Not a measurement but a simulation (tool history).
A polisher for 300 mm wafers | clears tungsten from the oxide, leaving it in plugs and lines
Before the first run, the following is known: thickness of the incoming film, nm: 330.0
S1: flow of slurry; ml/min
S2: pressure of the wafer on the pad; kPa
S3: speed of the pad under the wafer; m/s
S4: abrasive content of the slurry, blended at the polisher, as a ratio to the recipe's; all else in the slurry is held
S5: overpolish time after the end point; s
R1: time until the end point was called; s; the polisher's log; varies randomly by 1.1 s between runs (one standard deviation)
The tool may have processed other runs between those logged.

run,hour,S1,S2,S3,S4,S5,R1
1,0.0,265,15.9,1.08,1.00,4,89.413
2,6.7,265,13.8,1.08,1.00,4,98.341
3,7.6,215,13.8,1.08,1.00,4,100.390
4,12.4,165,13.8,1.08,1.00,4,103.700
5,13.2,165,13.8,1.08,0.85,4,107.760
6,20.3,165,13.8,1.08,0.85,4,106.380
7,23.3,165,13.8,1.08,0.85,4,108.180
8,29.2,165,13.1,1.08,0.85,4,112.110

The next listed run, before its measurement:
9,32.3,165,12.4,1.08,0.85,4,?

R1: 116.930 s
